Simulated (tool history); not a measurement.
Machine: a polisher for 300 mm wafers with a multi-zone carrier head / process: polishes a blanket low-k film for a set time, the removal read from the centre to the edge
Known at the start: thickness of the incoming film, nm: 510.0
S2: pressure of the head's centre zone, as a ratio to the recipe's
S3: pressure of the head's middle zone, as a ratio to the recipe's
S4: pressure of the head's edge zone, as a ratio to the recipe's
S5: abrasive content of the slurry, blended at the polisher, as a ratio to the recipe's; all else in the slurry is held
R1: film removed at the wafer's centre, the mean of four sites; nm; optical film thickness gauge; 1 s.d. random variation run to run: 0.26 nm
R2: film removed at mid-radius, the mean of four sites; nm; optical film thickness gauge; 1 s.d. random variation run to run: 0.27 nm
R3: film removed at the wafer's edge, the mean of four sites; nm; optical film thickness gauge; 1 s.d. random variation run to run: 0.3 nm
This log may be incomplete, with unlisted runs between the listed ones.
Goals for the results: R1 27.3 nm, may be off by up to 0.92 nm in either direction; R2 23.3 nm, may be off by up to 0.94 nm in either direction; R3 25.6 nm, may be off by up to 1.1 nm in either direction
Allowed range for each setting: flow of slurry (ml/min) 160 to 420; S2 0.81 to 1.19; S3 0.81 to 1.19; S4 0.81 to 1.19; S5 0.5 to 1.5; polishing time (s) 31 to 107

Run 1, day 0: flow of slurry (ml/min) 270, S2 1, S3 1, S4 1, S5 1, polishing time (s) 69. Result: R1 22.002 nm, R2 21.71 nm, R3 21.447 nm.
Run 2, day 0.033: flow of slurry (ml/min) 270, S2 1, S3 1, S4 1, S5 0.9, polishing time (s) 69. Result: R1 20.519 nm, R2 20.489 nm, R3 20.976 nm.
Run 3, day 0.308: flow of slurry (ml/min) 270, S2 1, S3 1, S4 1, S5 0.9, polishing time (s) 77. Result: R1 23.246 nm, R2 22.504 nm, R3 22.773 nm.
Run 4, day 0.392: flow of slurry (ml/min) 270, S2 1.04, S3 1, S4 1, S5 0.9, polishing time (s) 77. Result: R1 24.017 nm, R2 22.911 nm, R3 22.741 nm.
Run 5, day 0.7: flow of slurry (ml/min) 270, S2 1.04, S3 1, S4 1, S5 0.75, polishing time (s) 77. Result: R1 21.509 nm, R2 19.973 nm, R3 20.02 nm.
Run 6, day 0.808: flow of slurry (ml/min) 270, S2 1.09, S3 1, S4 1, S5 0.75, polishing time (s) 77. Result: R1 22.803 nm, R2 20.13 nm, R3 20.297 nm.
Run 7, day 0.958: flow of slurry (ml/min) 275, S2 1.1, S3 0.99, S4 1.03, S5 0.8, polishing time (s) 77. Result: R1 23.91 nm, R2 20.636 nm, R3 21.383 nm.
Run 8, day 1.117: flow of slurry (ml/min) 280, S2 1.11, S3 1, S4 1.06, S5 0.85, polishing time (s) 77. Result: R1 24.586 nm, R2 21.856 nm, R3 22.803 nm.
Run 9, day 1.333: flow of slurry (ml/min) 285, S2 1.13, S3 1, S4 1.08, S5 0.85, polishing time (s) 77. Result: R1 25.577 nm, R2 21.978 nm, R3 23.013 nm.
Run 10, day 1.392: flow of slurry (ml/min) 295, S2 1.13, S3 1, S4 1.1, S5 0.85, polishing time (s) 77. Result: R1 25.585 nm, R2 21.474 nm, R3 22.959 nm.
Run 11, day 1.45: flow of slurry (ml/min) 295, S2 1.13, S3 1, S4 1.11, S5 0.9, polishing time (s) 77. Result: R1 26.276 nm, R2 23.043 nm, R3 24.503 nm.
Run 12, day 1.562: flow of slurry (ml/min) 300, S2 1.14, S3 1, S4 1.12, S5 0.9, polishing time (s) 77. Result: R1 27.061 nm, R2 22.852 nm, R3 24.296 nm.

Below are 4 possible settings for the next run. Only one of them brings all results inside the allowed miss of their targets. Which is it?
Run A, day 1.675: flow of slurry (ml/min) 285, S2 1.12, S3 1.02, S4 0.95, S5 1.15, polishing time (s) 69. Result: R1 ?, R2 ?, R3 ?.
Run B, day 1.675: flow of slurry (ml/min) 250, S2 1.11, S3 0.98, S4 1.12, S5 0.9, polishing time (s) 82. Result: R1 ?, R2 ?, R3 ?.
Run C, day 1.675: flow of slurry (ml/min) 360, S2 1.15, S3 1.09, S4 1.1, S5 1, polishing time (s) 70. Result: R1 ?, R2 ?, R3 ?.
Run D, day 1.675: flow of slurry (ml/min) 270, S2 1.19, S3 1.12, S4 1.13, S5 0.85, polishing time (s) 78. Result: R1 ?, R2 ?, R3 ?.

move      R1      R2      R3
   A  26.859  23.664  23.128
   B  27.342  23.568   25.89
   C  26.633  24.051  23.797
   D  27.195  24.318  23.988
A: moves away from the targets compared with the last run
B: hits every target within its allowed miss
C: moves away from the targets compared with the last run
D: moves away from the targets compared with the last run
Go with B: it meets all targets.

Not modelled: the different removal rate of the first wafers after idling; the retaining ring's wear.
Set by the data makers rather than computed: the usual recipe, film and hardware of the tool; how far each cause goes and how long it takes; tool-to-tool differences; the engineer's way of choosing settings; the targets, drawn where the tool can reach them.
